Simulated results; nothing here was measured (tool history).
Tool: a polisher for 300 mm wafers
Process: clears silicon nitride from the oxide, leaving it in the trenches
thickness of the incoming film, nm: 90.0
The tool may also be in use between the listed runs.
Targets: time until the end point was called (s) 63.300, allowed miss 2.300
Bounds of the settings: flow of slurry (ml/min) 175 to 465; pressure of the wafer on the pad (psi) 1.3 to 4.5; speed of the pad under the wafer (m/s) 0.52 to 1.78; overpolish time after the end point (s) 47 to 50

run	day	flow of slurry (ml/min)	pressure of the wafer on the pad (psi)	speed of the pad under the wafer (m/s)	overpolish time after the end point (s)	time until the end point was called (s)
1	0.000	295	2.9	1.14	47	95.187
2	0.225	295	2.9	0.92	47	119.070
3	0.408	295	3.4	0.94	47	103.580
4	0.667	295	4.0	0.94	47	92.850
5	0.904	300	4.2	1.04	47	82.933
6	1.038	300	4.2	1.04	50	82.139
7	1.300	300	4.3	1.12	50	73.899
8	1.417	300	4.4	1.16	50	72.105
9	1.775	300	4.4	1.20	50	68.095
10	2.088	300	4.5	1.24	50	66.887
11	2.342	305	4.5	1.34	50	60.307

Which of these 4 next moves meets every target?
A	2.596	325	4.1	1.38	47	?
B	2.596	315	4.5	1.38	50	?
C	2.596	400	4.5	1.42	47	?
D	2.596	205	4.2	1.58	47	?

move	time until the end point was called (s)
A	63.558
B	59.716
C	56.869
D	57.752
A: meets every target
B: further off than the last run
C: further off than the last run
D: further off than the last run
The right move is A.
